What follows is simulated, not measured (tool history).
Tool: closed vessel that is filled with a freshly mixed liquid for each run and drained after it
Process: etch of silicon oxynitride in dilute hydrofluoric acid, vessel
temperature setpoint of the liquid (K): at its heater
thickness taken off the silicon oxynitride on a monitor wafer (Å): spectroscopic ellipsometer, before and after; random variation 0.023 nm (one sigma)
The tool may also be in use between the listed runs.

run    day  temperature setpoint of the liquid (K)  parts of water to one part of 49 % hydrofluoric acid (parts by volume)  time in the liquid (s)  thickness taken off the silicon oxynitride on a monitor wafer (Å)
  1      0                                  293.15                                                                     165                     335                                                             70.043
  2  0.075                                  293.15                                                                     195                     335                                                             58.682
  3    0.2                                  293.15                                                                     195                     245                                                             42.886
  4  0.546                                  293.65                                                                     195                     245                                                             44.011
  5  0.833                                  294.15                                                                     195                     245                                                             44.436
  6  0.917                                  294.15                                                                     190                     245                                                             46.176
  7  1.288                                  294.15                                                                     180                     245                                                             49.072
  8  1.467                                  293.65                                                                     175                     245                                                             49.685

Forecast run 9:
  9  1.558                                  294.15                                                                     175                     245                                                                  ?

thickness taken off the silicon oxynitride on a monitor wafer (Å): 50.815
